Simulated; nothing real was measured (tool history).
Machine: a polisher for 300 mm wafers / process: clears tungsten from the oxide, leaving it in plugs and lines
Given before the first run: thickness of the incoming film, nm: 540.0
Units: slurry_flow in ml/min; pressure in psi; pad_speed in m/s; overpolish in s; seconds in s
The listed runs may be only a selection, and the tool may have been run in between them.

| run | hour | slurry_flow | pressure | pad_speed | slurry_solids | overpolish | seconds |
|---|---|---|---|---|---|---|---|
| 1 | 0 | 175 | 4.7 | 0.94 | 1 | 33 | 89.213 |
| 2 | 3.6 | 175 | 4.7 | 0.94 | 1 | 33 | 88.537 |
| 3 | 6.3 | 175 | 4.7 | 0.74 | 1 | 33 | 113 |
| 4 | 14 | 200 | 4.7 | 0.74 | 1 | 33 | 110.27 |
| 5 | 16.5 | 195 | 4.1 | 0.72 | 1 | 33 | 131.95 |
| 6 | 17 | 195 | 3.7 | 0.72 | 1 | 33 | 142.67 |
| 7 | 21.2 | 195 | 3.3 | 0.7 | 1 | 33 | 162.36 |
| 8 | 21.8 | 195 | 3 | 0.7 | 1 | 33 | 176.74 |
| 9 | 25.5 | 190 | 2.8 | 0.7 | 1 | 33 | 191.11 |
| 10 | 31.5 | 190 | 2.8 | 0.7 | 1 | 33 | 193.67 |
| 11 | 38.4 | 190 | 2.8 | 0.7 | 1 | 33 | 195.62 |
| 12 | 46.9 | 175 | 2.3 | 0.7 | 1 | 33 | 238.45 |
| 13 | 49.8 | 180 | 2.3 | 0.7 | 1 | 33 | 235.83 |
| 14 | 55.7 | 185 | 2.3 | 0.7 | 1 | 33 | 236.64 |
| 15 | 59.7 | 190 | 2.3 | 0.7 | 1 | 33 | 235.25 |
| 16 | 61.3 | 205 | 2.7 | 0.7 | 1 | 33 | 199.39 |

Expected results for the next run?
| 17 | 63.9 | 200 | 2.7 | 0.7 | 1 | 33 | ? |

{"run 17": {"seconds": 199.55}}
